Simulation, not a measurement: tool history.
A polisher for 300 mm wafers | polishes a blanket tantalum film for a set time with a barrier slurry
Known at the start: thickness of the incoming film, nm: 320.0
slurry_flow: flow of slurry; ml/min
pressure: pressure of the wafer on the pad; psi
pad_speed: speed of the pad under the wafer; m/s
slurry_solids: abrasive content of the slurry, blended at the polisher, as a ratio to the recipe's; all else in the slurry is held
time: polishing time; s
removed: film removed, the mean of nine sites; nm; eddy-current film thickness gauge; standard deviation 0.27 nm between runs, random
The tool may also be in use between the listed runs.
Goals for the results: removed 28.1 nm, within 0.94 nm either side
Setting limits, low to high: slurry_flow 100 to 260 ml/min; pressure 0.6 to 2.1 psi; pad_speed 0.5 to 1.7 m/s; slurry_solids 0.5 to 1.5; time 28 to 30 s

run 1 hour=0 | slurry_flow=165 pressure=1.3 pad_speed=1.1 slurry_solids=1 time=30 | removed=42.83
run 2 hour=1.8 | slurry_flow=160 pressure=1.2 pad_speed=1.1 slurry_solids=1 time=30 | removed=39.564
run 3 hour=6.3 | slurry_flow=160 pressure=1.1 pad_speed=1.1 slurry_solids=1 time=30 | removed=35.965
run 4 hour=13.1 | slurry_flow=155 pressure=1 pad_speed=1.1 slurry_solids=1 time=30 | removed=32.481
run 5 hour=19.2 | slurry_flow=150 pressure=1 pad_speed=1.1 slurry_solids=1 time=30 | removed=33.206
run 6 hour=24.7 | slurry_flow=150 pressure=1 pad_speed=1.38 slurry_solids=1 time=30 | removed=41.478
run 7 hour=27.6 | slurry_flow=150 pressure=0.9 pad_speed=1.36 slurry_solids=1 time=30 | removed=36.269
run 8 hour=32.6 | slurry_flow=150 pressure=0.8 pad_speed=1.36 slurry_solids=1 time=30 | removed=32.597

Pick the move, out of 5, that brings all results within their allowed miss; only one does.
run A hour=37.6 | slurry_flow=155 pressure=0.6 pad_speed=1.32 slurry_solids=1.05 time=29 | removed=?
run B hour=37.6 | slurry_flow=215 pressure=0.7 pad_speed=1.2 slurry_solids=1.15 time=28 | removed=?
run C hour=37.6 | slurry_flow=155 pressure=0.7 pad_speed=1.3 slurry_solids=1 time=28 | removed=?
run D hour=37.6 | slurry_flow=155 pressure=0.9 pad_speed=1.5 slurry_solids=1.05 time=30 | removed=?
run E hour=37.6 | slurry_flow=150 pressure=0.7 pad_speed=1.42 slurry_solids=1 time=28 | removed=?

move=A removed=24.22
move=B removed=26.752
move=C removed=26.123
move=D removed=41.688
move=E removed=28.305
A: pushes the last run's worst result past its target
B: pushes the last run's worst result past its target
C: pushes the last run's worst result past its target
D: moves away from the targets compared with the last run
E: each result inside its tolerance
So the answer is move E, the one that meets all the targets.
